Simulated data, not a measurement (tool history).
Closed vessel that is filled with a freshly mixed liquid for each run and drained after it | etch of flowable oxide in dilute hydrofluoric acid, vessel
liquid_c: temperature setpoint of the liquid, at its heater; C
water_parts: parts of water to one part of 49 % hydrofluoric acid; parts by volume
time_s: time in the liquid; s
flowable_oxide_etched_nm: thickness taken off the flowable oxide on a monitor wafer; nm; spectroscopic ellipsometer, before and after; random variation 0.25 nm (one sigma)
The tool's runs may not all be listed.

run  hour  liquid_c  water_parts  time_s  flowable_oxide_etched_nm
  1   0.0      23.0           85     145                    42.531
  2   7.5      23.0           70     145                    51.906
  3  16.4      23.0           40     145                    94.027
  4  21.2      23.0           40     145                    94.187
  5  28.9      22.5           45     145                    82.642
  6  36.8      22.5           45     155                    87.285
  7  45.5      22.0           50     155                    77.414
  8  48.0      18.0           80     155                    39.600
  9  52.4      17.5           90     155                    33.656
 10  54.5      17.5           90     155                    34.354

The next listed run, before its measurement:
 11  58.4      17.0           95     155                         ?

{"run 11": {"flowable_oxide_etched_nm": 31.706}}

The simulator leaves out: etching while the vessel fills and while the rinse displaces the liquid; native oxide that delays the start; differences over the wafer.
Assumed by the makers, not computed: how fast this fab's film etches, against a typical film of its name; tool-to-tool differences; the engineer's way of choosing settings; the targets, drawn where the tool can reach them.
